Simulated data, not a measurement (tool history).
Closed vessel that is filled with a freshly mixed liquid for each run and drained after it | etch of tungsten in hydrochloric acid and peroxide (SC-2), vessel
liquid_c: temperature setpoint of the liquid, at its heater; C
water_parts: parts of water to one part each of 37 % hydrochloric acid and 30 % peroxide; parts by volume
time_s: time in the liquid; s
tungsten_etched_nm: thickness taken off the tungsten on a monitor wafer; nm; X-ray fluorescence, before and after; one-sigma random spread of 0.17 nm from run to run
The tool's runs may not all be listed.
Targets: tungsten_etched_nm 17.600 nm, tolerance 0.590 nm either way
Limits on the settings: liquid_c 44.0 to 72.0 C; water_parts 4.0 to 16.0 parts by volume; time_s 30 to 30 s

run	hour	liquid_c	water_parts	time_s	tungsten_etched_nm
1	0.0	60.0	9.0	30	23.241
2	6.2	59.5	9.0	30	22.365
3	11.8	59.0	9.0	30	21.517
4	13.3	58.5	9.0	30	20.792
5	21.9	58.5	6.5	30	26.810
6	28.4	57.5	6.5	30	25.243
7	32.7	57.0	6.5	30	24.435
8	35.4	56.5	6.5	30	24.123
9	37.2	56.0	6.5	30	22.795

5 candidate next runs follow, results not yet known. Just one meets every target within its allowed miss. Identify it.
A	39.0	50.5	6.5	30	?
B	39.0	57.5	4.0	30	?
C	39.0	54.5	6.5	30	?
D	39.0	53.0	8.0	30	?
E	39.0	51.0	6.0	30	?

move	tungsten_etched_nm
A	16.213
B	36.218
C	21.082
D	16.251
E	17.807
A: the result that was furthest off in the last run now lies on the other side of its target
B: lands further from the targets than the last run did
C: closer than the last run, but not yet in spec
D: the result that was furthest off in the last run now lies on the other side of its target
E: all results land within tolerance of their targets
E is the move that brings every result within its allowed miss.
